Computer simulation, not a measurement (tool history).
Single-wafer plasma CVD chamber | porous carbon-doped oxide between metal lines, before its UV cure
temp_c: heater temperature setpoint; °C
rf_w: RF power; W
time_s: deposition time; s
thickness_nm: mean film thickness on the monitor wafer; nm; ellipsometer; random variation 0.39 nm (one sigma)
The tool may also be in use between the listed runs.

Run 1, hour 0.0: temp_c 305 °C, rf_w 535 W, time_s 11.1 s. Result: thickness_nm 63.905 nm.
Run 2, hour 4.5: temp_c 305 °C, rf_w 535 W, time_s 10.6 s. Result: thickness_nm 61.593 nm.
Run 3, hour 6.0: temp_c 301 °C, rf_w 550 W, time_s 10.6 s. Result: thickness_nm 64.664 nm.
Run 4, hour 13.4: temp_c 291 °C, rf_w 550 W, time_s 10.6 s. Result: thickness_nm 67.461 nm.
Run 5, hour 22.0: temp_c 291 °C, rf_w 490 W, time_s 10.6 s. Result: thickness_nm 61.481 nm.
Run 6, hour 30.9: temp_c 300 °C, rf_w 490 W, time_s 10.6 s. Result: thickness_nm 59.135 nm.
Run 7, hour 34.5: temp_c 297 °C, rf_w 510 W, time_s 10.6 s. Result: thickness_nm 61.903 nm.

The next listed run, before its measurement:
Run 8, hour 39.8: temp_c 295 °C, rf_w 530 W, time_s 10.6 s. Result: thickness_nm ?.

Run 8 gave thickness_nm 64.118 nm.
